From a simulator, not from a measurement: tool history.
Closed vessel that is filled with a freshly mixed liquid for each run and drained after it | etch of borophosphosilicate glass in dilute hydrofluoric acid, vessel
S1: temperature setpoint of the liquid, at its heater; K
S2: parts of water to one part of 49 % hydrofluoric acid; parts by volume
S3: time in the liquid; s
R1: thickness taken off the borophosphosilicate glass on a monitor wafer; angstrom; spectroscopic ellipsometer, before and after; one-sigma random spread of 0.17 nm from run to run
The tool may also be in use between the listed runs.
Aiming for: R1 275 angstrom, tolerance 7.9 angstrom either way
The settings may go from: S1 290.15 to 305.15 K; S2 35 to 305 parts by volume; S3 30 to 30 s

{"run": 1, "hour": 0.0, "S1": 297.15, "S2": 170, "S3": 30, "R1": 130.42}
{"run": 2, "hour": 6.8, "S1": 298.15, "S2": 165, "S3": 30, "R1": 141.52}
{"run": 3, "hour": 12.9, "S1": 298.65, "S2": 160, "S3": 30, "R1": 149.27}
{"run": 4, "hour": 16.6, "S1": 299.15, "S2": 155, "S3": 30, "R1": 158.38}
{"run": 5, "hour": 24.7, "S1": 299.15, "S2": 155, "S3": 30, "R1": 158.77}
{"run": 6, "hour": 28.6, "S1": 299.15, "S2": 125, "S3": 30, "R1": 204.24}
{"run": 7, "hour": 33.2, "S1": 299.65, "S2": 125, "S3": 30, "R1": 205.47}
{"run": 8, "hour": 38.6, "S1": 300.15, "S2": 125, "S3": 30, "R1": 213.13}
{"run": 9, "hour": 40.1, "S1": 300.65, "S2": 125, "S3": 30, "R1": 216.82}
{"run": 10, "hour": 48.6, "S1": 301.15, "S2": 125, "S3": 30, "R1": 221.36}
{"run": 11, "hour": 54.3, "S1": 301.65, "S2": 125, "S3": 30, "R1": 223.2}
{"run": 12, "hour": 56.3, "S1": 302.15, "S2": 125, "S3": 30, "R1": 228.93}
{"run": 13, "hour": 64.4, "S1": 302.65, "S2": 125, "S3": 30, "R1": 231.85}
{"run": 14, "hour": 68.1, "S1": 304.15, "S2": 120, "S3": 30, "R1": 255.71}

Pick the move, out of 5, that brings all results within their allowed miss; only one does.
{"run": "A", "hour": 71.8, "S1": 300.15, "S2": 100, "S3": 30, "R1": "?"}
{"run": "B", "hour": 71.8, "S1": 305.15, "S2": 130, "S3": 30, "R1": "?"}
{"run": "C", "hour": 71.8, "S1": 300.65, "S2": 95, "S3": 30, "R1": "?"}
{"run": "D", "hour": 71.8, "S1": 304.65, "S2": 125, "S3": 30, "R1": "?"}
{"run": "E", "hour": 71.8, "S1": 303.15, "S2": 125, "S3": 30, "R1": "?"}

move=A R1=272.49
move=B R1=242.32
move=C R1=294.37
move=D R1=249.26
move=E R1=236.01
A: every result lands within tolerance
B: the biggest miss grows against the last run
C: takes the biggest miss from the last run beyond its target
D: the biggest miss grows against the last run
E: the biggest miss grows against the last run
The move that meets every target is A.

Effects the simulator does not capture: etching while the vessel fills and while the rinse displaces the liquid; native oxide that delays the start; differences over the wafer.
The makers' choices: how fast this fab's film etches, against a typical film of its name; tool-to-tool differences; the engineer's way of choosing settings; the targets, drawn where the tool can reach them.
